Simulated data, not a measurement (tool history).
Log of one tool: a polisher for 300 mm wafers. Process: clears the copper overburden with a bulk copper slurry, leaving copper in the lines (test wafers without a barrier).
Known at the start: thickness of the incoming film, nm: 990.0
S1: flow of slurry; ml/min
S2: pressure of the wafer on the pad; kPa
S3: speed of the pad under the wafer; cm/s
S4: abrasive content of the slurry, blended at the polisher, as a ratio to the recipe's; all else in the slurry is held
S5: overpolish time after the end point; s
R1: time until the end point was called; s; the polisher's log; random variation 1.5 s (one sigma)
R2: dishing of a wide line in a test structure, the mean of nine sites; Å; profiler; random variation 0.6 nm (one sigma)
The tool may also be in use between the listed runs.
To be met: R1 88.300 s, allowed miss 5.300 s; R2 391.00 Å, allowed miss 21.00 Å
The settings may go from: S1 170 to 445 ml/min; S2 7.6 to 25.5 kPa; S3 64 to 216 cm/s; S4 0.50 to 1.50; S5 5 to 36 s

| run | hour | S1 | S2 | S3 | S4 | S5 | R1 | R2 |
|---|---|---|---|---|---|---|---|---|
| 1 | 0.0 | 285 | 16.5 | 140 | 1.00 | 18 | 78.722 | 666.55 |
| 2 | 4.8 | 290 | 15.2 | 148 | 1.00 | 16 | 82.187 | 640.52 |
| 3 | 12.1 | 290 | 15.2 | 148 | 1.00 | 10 | 81.027 | 544.22 |
| 4 | 13.1 | 230 | 15.2 | 148 | 1.00 | 10 | 81.101 | 539.11 |
| 5 | 16.6 | 220 | 13.8 | 156 | 1.05 | 9 | 86.856 | 512.66 |
| 6 | 17.4 | 210 | 13.1 | 166 | 1.10 | 8 | 83.970 | 492.30 |
| 7 | 22.8 | 210 | 13.1 | 166 | 1.10 | 8 | 80.464 | 475.29 |
| 8 | 29.4 | 205 | 12.4 | 168 | 1.10 | 8 | 85.695 | 468.25 |
| 9 | 32.3 | 200 | 11.7 | 172 | 1.10 | 8 | 89.129 | 454.53 |
| 10 | 35.4 | 195 | 11.0 | 176 | 1.10 | 8 | 93.999 | 453.29 |
| 11 | 36.0 | 190 | 11.0 | 180 | 1.15 | 8 | 90.563 | 442.23 |
| 12 | 42.6 | 185 | 11.0 | 182 | 1.15 | 8 | 86.355 | 446.75 |
| 13 | 46.0 | 185 | 7.6 | 208 | 1.20 | 5 | 107.950 | 295.05 |
| 14 | 47.3 | 185 | 8.3 | 206 | 1.20 | 5 | 100.260 | 301.01 |
| 15 | 50.4 | 185 | 9.0 | 204 | 1.20 | 5 | 94.847 | 321.65 |
| 16 | 53.5 | 185 | 9.0 | 204 | 1.20 | 5 | 94.541 | 317.86 |
| 17 | 54.6 | 185 | 9.0 | 202 | 1.20 | 5 | 93.801 | 316.01 |
| 18 | 57.6 | 185 | 9.0 | 200 | 1.20 | 5 | 96.363 | 319.13 |
| 19 | 61.8 | 185 | 9.0 | 198 | 1.20 | 5 | 97.882 | 307.77 |
| 20 | 66.5 | 180 | 11.0 | 196 | 1.20 | 14 | 82.024 | 582.20 |
| 21 | 72.3 | 180 | 11.0 | 196 | 1.20 | 14 | 83.037 | 587.62 |
| 22 | 75.7 | 190 | 7.6 | 208 | 1.25 | 5 | 101.100 | 292.64 |
| 23 | 77.2 | 190 | 8.3 | 204 | 1.25 | 5 | 96.300 | 303.93 |
| 24 | 84.0 | 190 | 8.3 | 200 | 1.25 | 5 | 101.880 | 307.18 |
| 25 | 92.0 | 190 | 9.0 | 198 | 1.25 | 5 | 96.415 | 315.54 |
| 26 | 94.6 | 190 | 9.0 | 196 | 1.25 | 5 | 94.593 | 310.34 |
| 27 | 95.6 | 190 | 9.0 | 194 | 1.25 | 5 | 97.546 | 317.25 |
| 28 | 97.4 | 190 | 9.0 | 192 | 1.25 | 5 | 98.823 | 312.03 |

5 next moves are on the table. One of them brings every result within its allowed miss. Which?
| A | 99.2 | 180 | 11.0 | 204 | 1.50 | 7 | ? | ? |
| B | 99.2 | 205 | 9.0 | 170 | 1.20 | 5 | ? | ? |
| C | 99.2 | 220 | 9.7 | 206 | 1.10 | 6 | ? | ? |
| D | 99.2 | 170 | 10.3 | 204 | 0.95 | 8 | ? | ? |
| E | 99.2 | 170 | 10.3 | 216 | 1.30 | 7 | ? | ? |

| move | R1 | R2 |
|---|---|---|
| A | 74.741 | 453.25 |
| B | 108.930 | 281.46 |
| C | 85.726 | 377.82 |
| D | 87.835 | 443.72 |
| E | 77.726 | 440.99 |
A: takes the result that was furthest off past its target
B: further off than the last run
C: meets every target
D: takes the result that was furthest off past its target
E: takes the result that was furthest off past its target
Answer: C
